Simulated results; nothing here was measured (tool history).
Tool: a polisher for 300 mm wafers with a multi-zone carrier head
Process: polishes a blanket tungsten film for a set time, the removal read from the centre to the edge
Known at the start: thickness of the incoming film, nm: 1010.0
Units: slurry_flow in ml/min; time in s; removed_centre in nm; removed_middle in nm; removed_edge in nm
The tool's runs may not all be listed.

{"run": 1, "hour": 0.0, "slurry_flow": 140, "centre_zone": 1, "middle_zone": 1, "edge_zone": 1, "slurry_solids": 1, "time": 33, "removed_centre": 198.24, "removed_middle": 208.53, "removed_edge": 210.61}
{"run": 2, "hour": 8.3, "slurry_flow": 140, "centre_zone": 1, "middle_zone": 1, "edge_zone": 1, "slurry_solids": 1, "time": 41, "removed_centre": 244.42, "removed_middle": 253.46, "removed_edge": 255.58}
{"run": 3, "hour": 11.0, "slurry_flow": 140, "centre_zone": 1, "middle_zone": 1, "edge_zone": 0.94, "slurry_solids": 1, "time": 41, "removed_centre": 250.65, "removed_middle": 260.12, "removed_edge": 254.76}
{"run": 4, "hour": 11.7, "slurry_flow": 140, "centre_zone": 1, "middle_zone": 0.93, "edge_zone": 0.94, "slurry_solids": 1, "time": 41, "removed_centre": 250.18, "removed_middle": 248.47, "removed_edge": 251.53}
{"run": 5, "hour": 17.8, "slurry_flow": 135, "centre_zone": 0.97, "middle_zone": 0.94, "edge_zone": 0.93, "slurry_solids": 0.9, "time": 39, "removed_centre": 225.84, "removed_middle": 227, "removed_edge": 235.73}
{"run": 6, "hour": 24.4, "slurry_flow": 135, "centre_zone": 0.95, "middle_zone": 0.97, "edge_zone": 0.92, "slurry_solids": 0.85, "time": 37, "removed_centre": 203.4, "removed_middle": 214.21, "removed_edge": 217.31}
{"run": 7, "hour": 31.7, "slurry_flow": 130, "centre_zone": 0.93, "middle_zone": 0.99, "edge_zone": 0.91, "slurry_solids": 0.8, "time": 36, "removed_centre": 185.23, "removed_middle": 210.33, "removed_edge": 208.53}
{"run": 8, "hour": 36.9, "slurry_flow": 130, "centre_zone": 0.92, "middle_zone": 0.99, "edge_zone": 0.9, "slurry_solids": 0.75, "time": 35, "removed_centre": 179.19, "removed_middle": 200.73, "removed_edge": 200.97}
{"run": 9, "hour": 40.4, "slurry_flow": 130, "centre_zone": 0.92, "middle_zone": 0.99, "edge_zone": 0.9, "slurry_solids": 0.75, "time": 35, "removed_centre": 176.15, "removed_middle": 206.14, "removed_edge": 196.71}
{"run": 10, "hour": 48.6, "slurry_flow": 125, "centre_zone": 0.91, "middle_zone": 0.98, "edge_zone": 0.89, "slurry_solids": 0.7, "time": 34, "removed_centre": 171.07, "removed_middle": 187.63, "removed_edge": 185.01}
{"run": 11, "hour": 56.1, "slurry_flow": 120, "centre_zone": 0.89, "middle_zone": 0.98, "edge_zone": 0.88, "slurry_solids": 0.65, "time": 34, "removed_centre": 162.9, "removed_middle": 181.34, "removed_edge": 182.55}
{"run": 12, "hour": 62.6, "slurry_flow": 115, "centre_zone": 0.88, "middle_zone": 0.99, "edge_zone": 0.87, "slurry_solids": 0.6, "time": 34, "removed_centre": 157.98, "removed_middle": 184.66, "removed_edge": 177.1}

Run 13 comes next. What will it give?
{"run": 13, "hour": 68.3, "slurry_flow": 110, "centre_zone": 0.87, "middle_zone": 0.99, "edge_zone": 0.87, "slurry_solids": 0.6, "time": 34, "removed_centre": "?", "removed_middle": "?", "removed_edge": "?"}

Run 13 gave removed_centre 151.66 nm, removed_middle 180.7 nm, removed_edge 181.74 nm.
